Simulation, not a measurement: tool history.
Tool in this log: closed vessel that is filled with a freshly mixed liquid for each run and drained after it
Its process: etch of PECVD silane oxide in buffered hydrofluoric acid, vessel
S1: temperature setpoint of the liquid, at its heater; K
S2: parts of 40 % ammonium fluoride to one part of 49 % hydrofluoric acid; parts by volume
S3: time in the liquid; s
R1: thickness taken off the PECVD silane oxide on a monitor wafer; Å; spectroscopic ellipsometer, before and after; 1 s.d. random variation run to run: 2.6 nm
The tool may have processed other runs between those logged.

{"run": 1, "hour": 0.0, "S1": 294.15, "S2": 10.0, "S3": 105, "R1": 2529.9}
{"run": 2, "hour": 5.2, "S1": 296.15, "S2": 10.0, "S3": 105, "R1": 2801.8}
{"run": 3, "hour": 11.1, "S1": 296.15, "S2": 7.5, "S3": 105, "R1": 3629.2}
{"run": 4, "hour": 12.9, "S1": 294.15, "S2": 7.5, "S3": 105, "R1": 3224.7}
{"run": 5, "hour": 18.3, "S1": 294.15, "S2": 7.5, "S3": 110, "R1": 3351.8}
{"run": 6, "hour": 22.2, "S1": 294.65, "S2": 7.5, "S3": 110, "R1": 3476.9}

Predict the results of run 7:
{"run": 7, "hour": 31.0, "S1": 295.15, "S2": 7.5, "S3": 110, "R1": "?"}

R1: 3554.2 Å
